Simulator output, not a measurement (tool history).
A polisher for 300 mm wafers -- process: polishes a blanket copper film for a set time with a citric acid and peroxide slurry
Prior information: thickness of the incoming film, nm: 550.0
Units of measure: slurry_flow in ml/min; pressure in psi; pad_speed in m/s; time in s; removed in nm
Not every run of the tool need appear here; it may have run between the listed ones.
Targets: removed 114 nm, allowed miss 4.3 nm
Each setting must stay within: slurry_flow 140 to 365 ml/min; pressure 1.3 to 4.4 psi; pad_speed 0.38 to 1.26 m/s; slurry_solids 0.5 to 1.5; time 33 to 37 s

run 1 hour=0 | slurry_flow=235 pressure=2.8 pad_speed=0.82 slurry_solids=1 time=37 | removed=61.753
run 2 hour=6.7 | slurry_flow=235 pressure=3 pad_speed=0.82 slurry_solids=1 time=37 | removed=66.519
run 3 hour=7.5 | slurry_flow=235 pressure=3 pad_speed=0.66 slurry_solids=1 time=37 | removed=53.584
run 4 hour=9.9 | slurry_flow=235 pressure=3.2 pad_speed=0.68 slurry_solids=1 time=37 | removed=57.574
run 5 hour=17.4 | slurry_flow=180 pressure=3.2 pad_speed=0.68 slurry_solids=1 time=37 | removed=57.426
run 6 hour=22.3 | slurry_flow=150 pressure=3.2 pad_speed=0.68 slurry_solids=1 time=37 | removed=57.462
run 7 hour=24.4 | slurry_flow=150 pressure=3.4 pad_speed=0.72 slurry_solids=1 time=37 | removed=64.115
run 8 hour=29.6 | slurry_flow=150 pressure=3.5 pad_speed=0.74 slurry_solids=1 time=37 | removed=68.142
run 9 hour=33.1 | slurry_flow=150 pressure=3.6 pad_speed=0.76 slurry_solids=1 time=37 | removed=70.251
run 10 hour=36.1 | slurry_flow=150 pressure=3.7 pad_speed=0.8 slurry_solids=1 time=37 | removed=75.34
run 11 hour=39.3 | slurry_flow=150 pressure=3.8 pad_speed=0.82 slurry_solids=1 time=37 | removed=79.308
-- hour=40.3 head pressure recalibrated
run 12 hour=40.3 | slurry_flow=150 pressure=3.9 pad_speed=0.84 slurry_solids=1 time=37 | removed=80.442
run 13 hour=47.2 | slurry_flow=150 pressure=4 pad_speed=0.88 slurry_solids=1 time=37 | removed=86.617
run 14 hour=50.4 | slurry_flow=150 pressure=4 pad_speed=0.88 slurry_solids=1 time=37 | removed=85.072
run 15 hour=55.3 | slurry_flow=150 pressure=4.1 pad_speed=0.9 slurry_solids=1 time=37 | removed=87.644
run 16 hour=63.9 | slurry_flow=150 pressure=4.1 pad_speed=0.92 slurry_solids=1 time=37 | removed=90.888
run 17 hour=66.3 | slurry_flow=150 pressure=4.1 pad_speed=0.94 slurry_solids=1 time=37 | removed=93.214
run 18 hour=74.4 | slurry_flow=150 pressure=4.1 pad_speed=0.96 slurry_solids=1 time=37 | removed=95.295
run 19 hour=75.7 | slurry_flow=150 pressure=4.1 pad_speed=0.98 slurry_solids=1 time=37 | removed=95.299
run 20 hour=81 | slurry_flow=150 pressure=4.1 pad_speed=1 slurry_solids=1 time=37 | removed=99.77
run 21 hour=88.2 | slurry_flow=150 pressure=4.3 pad_speed=1.04 slurry_solids=1 time=37 | removed=106.66

Of the 4 settings listed for the next run, only one would bring every result within its allowed miss of target. Which one?
run A hour=95.4 | slurry_flow=175 pressure=4.4 pad_speed=1.16 slurry_solids=1.15 time=36 | removed=?
run B hour=95.4 | slurry_flow=140 pressure=4.4 pad_speed=1.2 slurry_solids=1.2 time=36 | removed=?
run C hour=95.4 | slurry_flow=145 pressure=4.1 pad_speed=1.06 slurry_solids=1.2 time=34 | removed=?
run D hour=95.4 | slurry_flow=150 pressure=4.1 pad_speed=1.2 slurry_solids=0.8 time=37 | removed=?

move=A removed=122.31
move=B removed=125.16
move=C removed=98.537
move=D removed=112.93
A: pushes the last run's worst result past its target
B: pushes the last run's worst result past its target
C: further off than the last run
D: every result within its allowed miss
Correct choice: D, which meets every target

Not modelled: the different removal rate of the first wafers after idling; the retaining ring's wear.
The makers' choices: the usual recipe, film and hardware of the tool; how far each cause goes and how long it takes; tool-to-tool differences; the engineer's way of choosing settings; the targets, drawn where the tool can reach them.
